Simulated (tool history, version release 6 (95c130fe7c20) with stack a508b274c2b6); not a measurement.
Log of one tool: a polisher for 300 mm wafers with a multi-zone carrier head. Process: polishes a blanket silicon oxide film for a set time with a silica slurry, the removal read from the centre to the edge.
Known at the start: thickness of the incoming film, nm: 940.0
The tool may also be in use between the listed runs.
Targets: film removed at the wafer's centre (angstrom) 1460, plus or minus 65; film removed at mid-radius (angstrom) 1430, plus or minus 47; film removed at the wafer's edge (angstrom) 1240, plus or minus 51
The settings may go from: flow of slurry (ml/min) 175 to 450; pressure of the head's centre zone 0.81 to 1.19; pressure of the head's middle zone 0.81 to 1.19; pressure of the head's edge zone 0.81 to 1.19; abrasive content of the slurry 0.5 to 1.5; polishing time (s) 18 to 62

run,hour,flow of slurry (ml/min),pressure of the head's centre zone,pressure of the head's middle zone,pressure of the head's edge zone,abrasive content of the slurry,polishing time (s),film removed at the wafer's centre (angstrom),film removed at mid-radius (angstrom),film removed at the wafer's edge (angstrom)
1,0,290,1,1,1,1,40,1964.6,1990.6,1967.9
2,5.3,295,1.02,1.01,0.96,0.85,38,1768.6,1737.3,1703.9
3,9.8,295,1.02,1.01,0.9,0.85,38,1740,1730,1648.7
4,16.3,300,1.04,1.03,0.88,0.75,37,1637.1,1635.6,1503.6
5,24.8,300,1.09,1.03,0.88,0.75,37,1697.1,1615.6,1528.4
6,26.7,305,1.1,1.05,0.86,0.7,36,1616.4,1551.5,1407.7
7,34.1,305,1.1,1.06,0.85,0.65,36,1558.2,1458.6,1303.9
8,41.9,285,1.05,1.08,0.81,0.65,36,1486.3,1502.4,1307.1
9,43.2,290,1.08,1.08,0.81,0.55,36,1379,1341,1188.6

Consider the 4 candidate settings below. Which is the only one whose results all fall within their allowed miss of target?
A,44.5,305,1.07,1.15,0.81,0.5,37,?,?,?
B,44.5,270,1.09,1.1,0.82,0.65,32,?,?,?
C,44.5,385,1.12,1.11,0.86,0.65,33,?,?,?
D,44.5,275,1.06,0.99,0.89,0.5,37,?,?,?

move,film removed at the wafer's centre (angstrom),film removed at mid-radius (angstrom),film removed at the wafer's edge (angstrom)
A,1308.3,1367.7,1157.2
B,1346.4,1339.6,1178.9
C,1473.7,1431.4,1262.3
D,1281.7,1217.9,1187
A: the biggest miss grows against the last run
B: about the same distance from the targets as the last run
C: every result within its allowed miss
D: the biggest miss grows against the last run
C is the move that brings every result within its allowed miss.
